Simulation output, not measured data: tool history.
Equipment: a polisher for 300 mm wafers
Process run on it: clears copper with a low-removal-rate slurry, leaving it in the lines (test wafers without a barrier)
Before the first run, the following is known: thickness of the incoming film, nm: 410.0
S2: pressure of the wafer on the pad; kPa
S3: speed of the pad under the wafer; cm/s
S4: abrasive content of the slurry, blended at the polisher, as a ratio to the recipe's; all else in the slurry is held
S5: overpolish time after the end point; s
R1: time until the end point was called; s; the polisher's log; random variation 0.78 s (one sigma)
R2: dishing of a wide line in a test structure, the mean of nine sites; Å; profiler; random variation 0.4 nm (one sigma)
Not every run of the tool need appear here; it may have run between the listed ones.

run 1 day=0.000 | flow_of_slurry_(ml/min)=165 S2=20.0 S3=114 S4=1.0 S5=12 | R1=130.640 R2=247.87
run 2 day=0.312 | flow_of_slurry_(ml/min)=170 S2=23.4 S3=116 S4=1.0 S5=10 | R1=109.370 R2=254.71
run 3 day=0.346 | flow_of_slurry_(ml/min)=170 S2=27.6 S3=116 S4=1.0 S5=10 | R1=94.173 R2=279.12
run 4 day=0.429 | flow_of_slurry_(ml/min)=175 S2=28.3 S3=120 S4=1.0 S5=8 | R1=88.180 R2=246.58
run 5 day=0.471 | flow_of_slurry_(ml/min)=175 S2=28.3 S3=120 S4=1.0 S5=13 | R1=88.879 R2=354.43
run 6 day=0.579 | flow_of_slurry_(ml/min)=150 S2=28.3 S3=120 S4=1.0 S5=13 | R1=92.566 R2=342.06
run 7 day=0.912 | flow_of_slurry_(ml/min)=200 S2=31.0 S3=128 S4=1.0 S5=7 | R1=74.680 R2=265.03

Expected results for the next run?
run 8 day=0.958 | flow_of_slurry_(ml/min)=205 S2=31.0 S3=136 S4=1.0 S5=4 | R1=? R2=?

For run 8 the tool returned R1 69.052 s, R2 177.86 Å.
